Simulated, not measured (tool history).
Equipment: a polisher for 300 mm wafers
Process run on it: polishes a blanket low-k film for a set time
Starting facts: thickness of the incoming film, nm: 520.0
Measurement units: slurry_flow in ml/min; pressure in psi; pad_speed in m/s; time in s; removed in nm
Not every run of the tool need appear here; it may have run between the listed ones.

run	hour	slurry_flow	pressure	pad_speed	slurry_solids	time	removed
1	0	145	1.6	0.94	1	92	30.123
2	7.7	170	1.6	0.94	1	92	30.51
3	15.1	170	1.4	0.84	1	92	24.678
4	16.4	170	1.8	0.84	1	92	30.962
5	21.9	170	1.8	0.84	0.85	92	27.91
6	27.1	170	1.8	0.7	0.85	92	24.242
7	27.9	170	1.5	0.68	0.85	92	20.027
8	31	170	1.3	0.66	0.85	92	16.916
9	37.2	170	1.2	0.66	0.85	92	15.674

Predict the results of run 10:
10	41.3	170	1.1	0.66	0.85	92	?

Run 10 measured removed 14.489 nm.

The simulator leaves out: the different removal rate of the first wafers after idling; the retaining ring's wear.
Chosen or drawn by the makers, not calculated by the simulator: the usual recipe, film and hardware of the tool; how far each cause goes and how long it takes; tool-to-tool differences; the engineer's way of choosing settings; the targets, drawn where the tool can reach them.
